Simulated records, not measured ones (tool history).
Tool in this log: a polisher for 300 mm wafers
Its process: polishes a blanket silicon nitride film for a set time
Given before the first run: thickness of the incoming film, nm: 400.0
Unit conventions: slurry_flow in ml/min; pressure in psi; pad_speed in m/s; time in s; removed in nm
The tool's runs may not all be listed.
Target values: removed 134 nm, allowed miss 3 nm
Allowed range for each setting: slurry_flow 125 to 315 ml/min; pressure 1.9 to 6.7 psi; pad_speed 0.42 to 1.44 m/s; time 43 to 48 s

run	hour	slurry_flow	pressure	pad_speed	time	removed
1	0	205	4.3	0.92	48	106.15
2	7.7	205	3.6	0.92	48	90.384
3	8.8	215	4.1	0.92	48	102.48
4	15.1	260	4.1	0.92	48	104.04
5	16.7	260	4.8	0.92	48	121.42
6	22.3	300	4.8	0.92	48	122.46
7	26.3	300	4.9	0.92	48	126.03
8	34.6	300	5	0.92	48	127.21
9	37.8	300	5.1	0.92	48	130.45

5 next moves are on the table. One of them brings every result within its allowed miss. Which?
A	41	315	6	0.98	43	?
B	41	315	4.3	1.06	48	?
C	41	315	5.3	1	48	?
D	41	310	5.5	0.92	46	?
E	41	315	4.9	1.06	43	?

move	removed
A	144.49
B	125.11
C	145.61
D	135.26
E	126.74
A: takes the result that was furthest off past its target
B: the biggest miss grows against the last run
C: takes the result that was furthest off past its target
D: every result lands within tolerance
E: the biggest miss grows against the last run
D is the move that brings every result within its allowed miss.
